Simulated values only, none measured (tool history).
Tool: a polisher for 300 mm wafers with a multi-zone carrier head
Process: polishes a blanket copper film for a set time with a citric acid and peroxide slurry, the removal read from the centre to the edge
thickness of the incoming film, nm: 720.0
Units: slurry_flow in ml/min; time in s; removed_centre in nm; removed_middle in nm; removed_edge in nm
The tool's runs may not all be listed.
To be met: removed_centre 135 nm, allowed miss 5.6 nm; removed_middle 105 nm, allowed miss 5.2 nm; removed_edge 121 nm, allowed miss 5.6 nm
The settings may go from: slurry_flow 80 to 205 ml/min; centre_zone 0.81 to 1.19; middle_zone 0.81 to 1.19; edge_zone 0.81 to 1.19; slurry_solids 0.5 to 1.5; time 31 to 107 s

run  hour  slurry_flow  centre_zone  middle_zone  edge_zone  slurry_solids  time  removed_centre  removed_middle  removed_edge
  1     0          135            1            1          1              1    69          145.86          152.16           157
  2   1.7          130         1.03         0.96       0.98            0.9    68           143.1          142.28        149.75
  3   6.5          105         1.03         0.96       0.98            0.9    68           133.8          131.24         148.1
  4  12.4          105         1.03         0.96       0.98            0.8    68          131.07          127.37        142.31
  5  18.6          105         1.09         0.96       0.98            0.8    68          140.91          130.36         136.6
  6  22.2          100         1.11         0.93       0.98           0.75    68          138.58          124.01         138.4
  7  24.9          100         1.13         0.91       0.96            0.7    68          140.49          116.09        132.83
     28.9  -- centre zone pressure recalibrated
  8  28.9          100         1.13         0.91       0.94           0.65    68          142.75          118.65        133.65

5 next moves are on the table. One of them brings every result within its allowed miss. Which?
  A  32.9          105         1.16          0.9       0.92            0.6    72               ?               ?             ?
  B  32.9          110         1.19         0.81       0.97           0.55    69               ?               ?             ?
  C  32.9          110         1.18         0.81       1.01           0.95    60               ?               ?             ?
  D  32.9           85         1.19         0.92       1.04           0.75    61               ?               ?             ?
  E  32.9          100         1.16          0.9       0.93           0.55    70               ?               ?             ?

move  removed_centre  removed_middle  removed_edge
   A          155.51          123.18        139.15
   B          151.45          107.12        133.46
   C          148.96          106.25        133.78
   D          134.02          106.23        123.79
   E          146.05          115.89        131.75
A: further off than the last run
B: brings the result that was furthest off to its target, and leaves another outside
C: brings the result that was furthest off to its target, and leaves another outside
D: meets every target
E: nearer than the last run, and not there yet
The right move is D.
